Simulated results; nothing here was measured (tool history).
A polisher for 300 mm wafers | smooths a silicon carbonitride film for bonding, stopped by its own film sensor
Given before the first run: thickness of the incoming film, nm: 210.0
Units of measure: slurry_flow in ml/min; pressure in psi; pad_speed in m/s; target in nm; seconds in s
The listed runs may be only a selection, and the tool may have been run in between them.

Run 1, hour 0.0: slurry_flow 150 ml/min, pressure 2.0 psi, pad_speed 0.90 m/s, slurry_solids 1.00, target 187 nm. Result: seconds 91.463 s.
Run 2, hour 5.0: slurry_flow 150 ml/min, pressure 2.1 psi, pad_speed 0.90 m/s, slurry_solids 1.00, target 187 nm. Result: seconds 86.419 s.
Run 3, hour 8.7: slurry_flow 150 ml/min, pressure 2.1 psi, pad_speed 0.76 m/s, slurry_solids 1.00, target 187 nm. Result: seconds 101.650 s.
Run 4, hour 14.3: slurry_flow 180 ml/min, pressure 2.1 psi, pad_speed 0.76 m/s, slurry_solids 1.00, target 187 nm. Result: seconds 101.160 s.
Run 5, hour 23.2: slurry_flow 180 ml/min, pressure 2.1 psi, pad_speed 0.76 m/s, slurry_solids 1.15, target 187 nm. Result: seconds 90.225 s.
Run 6, hour 28.7: slurry_flow 180 ml/min, pressure 2.2 psi, pad_speed 0.76 m/s, slurry_solids 1.15, target 187 nm. Result: seconds 85.023 s.
Run 7, hour 37.5: slurry_flow 180 ml/min, pressure 2.3 psi, pad_speed 0.76 m/s, slurry_solids 1.15, target 187 nm. Result: seconds 82.244 s.
Run 8, hour 42.4: slurry_flow 180 ml/min, pressure 2.4 psi, pad_speed 0.76 m/s, slurry_solids 1.15, target 187 nm. Result: seconds 79.762 s.
Run 9, hour 46.6: slurry_flow 180 ml/min, pressure 2.4 psi, pad_speed 0.76 m/s, slurry_solids 1.15, target 187 nm. Result: seconds 79.415 s.
At hour 47.6: slurry blender recalibrated.
Run 10, hour 47.6: slurry_flow 180 ml/min, pressure 2.5 psi, pad_speed 0.76 m/s, slurry_solids 1.15, target 187 nm. Result: seconds 68.499 s.
Run 11, hour 54.4: slurry_flow 180 ml/min, pressure 2.6 psi, pad_speed 0.76 m/s, slurry_solids 1.15, target 187 nm. Result: seconds 67.691 s.
Run 12, hour 58.1: slurry_flow 180 ml/min, pressure 2.8 psi, pad_speed 0.76 m/s, slurry_solids 1.15, target 187 nm. Result: seconds 62.431 s.

Run 13, settings as shown, results not yet in. Your forecast:
Run 13, hour 66.5: slurry_flow 180 ml/min, pressure 2.9 psi, pad_speed 0.76 m/s, slurry_solids 1.15, target 187 nm. Result: seconds ?.

Run 13 came out at seconds 60.343 s.
